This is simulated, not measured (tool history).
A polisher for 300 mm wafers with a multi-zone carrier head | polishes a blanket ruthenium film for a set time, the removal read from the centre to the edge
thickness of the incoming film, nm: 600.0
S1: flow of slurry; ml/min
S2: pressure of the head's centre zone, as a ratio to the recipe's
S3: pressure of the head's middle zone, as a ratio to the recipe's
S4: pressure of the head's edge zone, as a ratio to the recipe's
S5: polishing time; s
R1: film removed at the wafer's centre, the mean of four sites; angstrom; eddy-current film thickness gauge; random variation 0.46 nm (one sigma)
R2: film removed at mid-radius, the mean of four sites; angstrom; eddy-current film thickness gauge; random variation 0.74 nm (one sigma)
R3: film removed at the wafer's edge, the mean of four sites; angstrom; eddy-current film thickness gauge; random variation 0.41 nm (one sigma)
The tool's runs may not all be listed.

Run 1, day 0: S1 185 ml/min, S2 1, S3 1, S4 1, S5 73 s. Result: R1 646.67 angstrom, R2 651.59 angstrom, R3 638.2 angstrom.
Run 2, day 0.221: S1 180 ml/min, S2 0.99, S3 0.99, S4 0.97, S5 72 s. Result: R1 634.44 angstrom, R2 633.19 angstrom, R3 614.96 angstrom.
Run 3, day 0.338: S1 175 ml/min, S2 0.97, S3 0.98, S4 0.95, S5 71 s. Result: R1 604.92 angstrom, R2 629.13 angstrom, R3 609.61 angstrom.
Run 4, day 0.6: S1 170 ml/min, S2 0.97, S3 0.97, S4 0.94, S5 70 s. Result: R1 588.47 angstrom, R2 620.06 angstrom, R3 591.88 angstrom.
Run 5, day 0.858: S1 165 ml/min, S2 0.98, S3 0.95, S4 0.93, S5 69 s. Result: R1 586.28 angstrom, R2 594.3 angstrom, R3 583.69 angstrom.
Run 6, day 0.917: S1 130 ml/min, S2 0.98, S3 0.95, S4 0.93, S5 69 s. Result: R1 571.75 angstrom, R2 572.44 angstrom, R3 569.1 angstrom.

Run 7 comes next. What will it give?
Run 7, day 1.217: S1 130 ml/min, S2 0.98, S3 0.95, S4 0.92, S5 68 s. Result: R1 ?, R2 ?, R3 ?.

Run 7 gave R1 564.53 angstrom, R2 559.6 angstrom, R3 558.93 angstrom.

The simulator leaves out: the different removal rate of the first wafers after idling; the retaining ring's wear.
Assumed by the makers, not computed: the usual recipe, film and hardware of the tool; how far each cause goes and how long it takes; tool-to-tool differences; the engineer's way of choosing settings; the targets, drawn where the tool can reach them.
